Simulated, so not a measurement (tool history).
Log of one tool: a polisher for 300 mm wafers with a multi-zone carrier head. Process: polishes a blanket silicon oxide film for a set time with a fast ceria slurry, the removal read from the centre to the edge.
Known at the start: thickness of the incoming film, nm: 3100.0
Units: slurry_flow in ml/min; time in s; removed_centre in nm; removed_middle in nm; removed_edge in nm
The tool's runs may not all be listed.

run,day,slurry_flow,centre_zone,middle_zone,edge_zone,time,removed_centre,removed_middle,removed_edge
1,0.000,230,1.00,1.00,1.00,52,815.51,800.62,793.83
2,0.242,255,1.00,1.00,1.00,52,835.90,831.45,790.31
3,0.554,255,1.00,1.00,0.94,52,836.40,833.22,768.32
4,0.788,255,0.99,0.99,0.91,49,776.92,756.33,724.32
5,0.833,255,0.99,0.99,0.85,49,779.68,747.59,703.15
6,1.175,250,0.99,1.01,0.84,47,739.56,736.24,663.96
7,1.196,235,0.99,1.02,0.83,47,735.80,743.78,659.27

The next listed run, before its measurement:
8,1.512,225,0.99,1.02,0.82,46,?,?,?

Run 8 gave removed_centre 714.07 nm, removed_middle 734.70 nm, removed_edge 633.70 nm.

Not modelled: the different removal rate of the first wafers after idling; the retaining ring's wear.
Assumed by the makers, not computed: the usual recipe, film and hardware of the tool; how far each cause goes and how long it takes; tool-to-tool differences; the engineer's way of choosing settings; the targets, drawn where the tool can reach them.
